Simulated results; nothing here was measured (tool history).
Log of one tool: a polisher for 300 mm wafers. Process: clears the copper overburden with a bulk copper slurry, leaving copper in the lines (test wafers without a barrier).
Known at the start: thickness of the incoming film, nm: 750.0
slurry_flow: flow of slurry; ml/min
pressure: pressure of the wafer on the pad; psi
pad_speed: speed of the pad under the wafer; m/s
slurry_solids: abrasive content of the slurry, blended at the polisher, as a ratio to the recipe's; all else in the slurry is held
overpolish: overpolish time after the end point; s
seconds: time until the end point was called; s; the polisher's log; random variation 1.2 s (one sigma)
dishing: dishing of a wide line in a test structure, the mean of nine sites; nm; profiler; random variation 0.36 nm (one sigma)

run	hour	slurry_flow	pressure	pad_speed	slurry_solids	overpolish	seconds	dishing
1	0	305	2.3	1.42	1	15	61.924	65.442
2	7.4	305	2.1	1.44	1	14	65.617	60.153
3	8.8	305	2	1.44	1	13	69.712	56.427
4	13.1	330	2	1.44	1	13	69.134	56.377
5	14.1	330	1.9	1.44	1	12	72.322	52.899
6	19.2	330	1.8	1.46	1	11	73.517	48.804
7	25.8	330	1.7	1.46	1	11	79.48	47.17
8	31.4	330	1.2	1.52	1	4	105.22	17.414

Forecast run 9:
9	35.5	345	1.3	1.48	1	4	?	?

Run 9 gave seconds 103.23 s, dishing 18.301 nm.

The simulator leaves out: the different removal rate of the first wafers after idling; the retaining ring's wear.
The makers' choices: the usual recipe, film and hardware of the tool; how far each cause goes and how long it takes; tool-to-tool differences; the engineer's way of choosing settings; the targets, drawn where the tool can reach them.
